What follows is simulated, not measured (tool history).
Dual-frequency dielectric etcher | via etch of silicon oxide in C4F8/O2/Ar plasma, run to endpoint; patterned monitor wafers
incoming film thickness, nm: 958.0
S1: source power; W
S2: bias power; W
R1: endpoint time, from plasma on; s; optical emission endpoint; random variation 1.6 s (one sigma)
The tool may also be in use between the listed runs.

{"run": 1, "hour": 0.0, "S1": 2120, "S2": 2478, "R1": 171.03}
{"run": 2, "hour": 3.4, "S1": 2120, "S2": 2876, "R1": 162.21}
{"run": 3, "hour": 11.9, "S1": 1870, "S2": 2697, "R1": 178.3}
{"run": 4, "hour": 14.2, "S1": 1660, "S2": 2697, "R1": 192.22}
{"run": 5, "hour": 22.1, "S1": 1430, "S2": 2697, "R1": 211.12}
{"run": 6, "hour": 27.0, "S1": 1740, "S2": 2697, "R1": 187.69}
{"run": 7, "hour": 29.9, "S1": 1680, "S2": 2683, "R1": 191.03}
{"run": 8, "hour": 30.6, "S1": 1680, "S2": 2683, "R1": 191.08}
{"run": 9, "hour": 36.9, "S1": 1680, "S2": 2683, "R1": 190.8}

Forecast run 10:
{"run": 10, "hour": 44.3, "S1": 1630, "S2": 2672, "R1": "?"}

Run 10 gave R1 192.99 s.
